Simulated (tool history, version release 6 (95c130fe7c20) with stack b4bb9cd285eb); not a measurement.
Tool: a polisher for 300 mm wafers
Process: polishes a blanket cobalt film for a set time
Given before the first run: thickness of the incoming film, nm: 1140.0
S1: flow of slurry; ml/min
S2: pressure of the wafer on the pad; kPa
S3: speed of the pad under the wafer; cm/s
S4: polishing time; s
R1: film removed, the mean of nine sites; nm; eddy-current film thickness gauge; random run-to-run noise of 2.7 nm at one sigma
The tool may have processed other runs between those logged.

| run | day | S1 | S2 | S3 | S4 | R1 |
|---|---|---|---|---|---|---|
| 1 | 0.000 | 140 | 10.3 | 84 | 111 | 386.66 |
| 2 | 0.167 | 135 | 9.0 | 84 | 111 | 338.04 |
| 3 | 0.354 | 135 | 9.0 | 84 | 111 | 335.32 |
| 4 | 0.612 | 135 | 9.0 | 68 | 111 | 275.97 |
| 5 | 0.708 | 135 | 9.0 | 76 | 111 | 305.72 |
| 6 | 1.017 | 130 | 8.3 | 76 | 111 | 276.45 |

Forecast run 7:
| 7 | 1.229 | 125 | 8.3 | 76 | 111 | ? |

R1: 279.76 nm
